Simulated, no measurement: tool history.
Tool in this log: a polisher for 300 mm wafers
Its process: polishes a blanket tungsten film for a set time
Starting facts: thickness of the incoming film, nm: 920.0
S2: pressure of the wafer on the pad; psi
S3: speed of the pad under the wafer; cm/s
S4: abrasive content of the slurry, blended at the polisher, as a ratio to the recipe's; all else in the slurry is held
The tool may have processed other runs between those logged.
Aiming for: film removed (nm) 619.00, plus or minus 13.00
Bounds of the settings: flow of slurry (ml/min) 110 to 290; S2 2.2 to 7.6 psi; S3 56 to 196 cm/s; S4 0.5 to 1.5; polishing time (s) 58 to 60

{"run": 1, "day": 0.0, "flow of slurry (ml/min)": 185, "S2": 4.9, "S3": 126, "S4": 1.0, "polishing time (s)": 58, "film removed (nm)": 433.26}
{"run": 2, "day": 0.038, "flow of slurry (ml/min)": 185, "S2": 4.9, "S3": 148, "S4": 1.0, "polishing time (s)": 58, "film removed (nm)": 500.43}
{"run": 3, "day": 0.346, "flow of slurry (ml/min)": 195, "S2": 5.1, "S3": 148, "S4": 1.0, "polishing time (s)": 58, "film removed (nm)": 522.54}
{"run": 4, "day": 0.646, "flow of slurry (ml/min)": 195, "S2": 4.0, "S3": 148, "S4": 1.0, "polishing time (s)": 58, "film removed (nm)": 415.49}
{"run": 5, "day": 0.983, "flow of slurry (ml/min)": 195, "S2": 4.0, "S3": 148, "S4": 0.9, "polishing time (s)": 58, "film removed (nm)": 402.86}
{"run": 6, "day": 1.342, "flow of slurry (ml/min)": 200, "S2": 4.5, "S3": 148, "S4": 0.9, "polishing time (s)": 58, "film removed (nm)": 452.34}
{"run": 7, "day": 1.408, "flow of slurry (ml/min)": 210, "S2": 4.8, "S3": 148, "S4": 0.9, "polishing time (s)": 58, "film removed (nm)": 485.92}
{"run": 8, "day": 1.454, "flow of slurry (ml/min)": 220, "S2": 5.1, "S3": 148, "S4": 0.9, "polishing time (s)": 58, "film removed (nm)": 516.13}
{"run": 9, "day": 1.746, "flow of slurry (ml/min)": 220, "S2": 5.3, "S3": 148, "S4": 0.9, "polishing time (s)": 58, "film removed (nm)": 540.22}
{"run": 10, "day": 1.85, "flow of slurry (ml/min)": 225, "S2": 5.5, "S3": 148, "S4": 0.9, "polishing time (s)": 58, "film removed (nm)": 561.52}
{"run": 11, "day": 1.925, "flow of slurry (ml/min)": 225, "S2": 5.6, "S3": 148, "S4": 0.9, "polishing time (s)": 58, "film removed (nm)": 565.93}
{"run": 12, "day": 1.971, "flow of slurry (ml/min)": 225, "S2": 5.7, "S3": 148, "S4": 0.9, "polishing time (s)": 58, "film removed (nm)": 578.43}
{"run": 13, "day": 2.162, "flow of slurry (ml/min)": 225, "S2": 5.8, "S3": 148, "S4": 0.9, "polishing time (s)": 58, "film removed (nm)": 586.51}
{"run": 14, "day": 2.446, "flow of slurry (ml/min)": 230, "S2": 5.9, "S3": 148, "S4": 0.9, "polishing time (s)": 58, "film removed (nm)": 598.67}

Exactly one of the 5 candidate moves below puts every result within its allowed miss. Which one?
{"run": "A", "day": 2.729, "flow of slurry (ml/min)": 235, "S2": 5.2, "S3": 162, "S4": 0.8, "polishing time (s)": 60, "film removed (nm)": "?"}
{"run": "B", "day": 2.729, "flow of slurry (ml/min)": 290, "S2": 5.9, "S3": 134, "S4": 0.9, "polishing time (s)": 59, "film removed (nm)": "?"}
{"run": "C", "day": 2.729, "flow of slurry (ml/min)": 210, "S2": 6.7, "S3": 138, "S4": 0.8, "polishing time (s)": 59, "film removed (nm)": "?"}
{"run": "D", "day": 2.729, "flow of slurry (ml/min)": 205, "S2": 5.2, "S3": 160, "S4": 1.1, "polishing time (s)": 58, "film removed (nm)": "?"}
{"run": "E", "day": 2.729, "flow of slurry (ml/min)": 205, "S2": 5.9, "S3": 144, "S4": 0.9, "polishing time (s)": 59, "film removed (nm)": "?"}

move=A film_removed_(nm)=573.44
move=B film_removed_(nm)=573.42
move=C film_removed_(nm)=620.93
move=D film_removed_(nm)=589.23
move=E film_removed_(nm)=585.80
A: the biggest miss grows against the last run
B: the biggest miss grows against the last run
C: hits every target within its allowed miss
D: the biggest miss grows against the last run
E: the biggest miss grows against the last run
So the answer is move C, the one that meets all the targets.
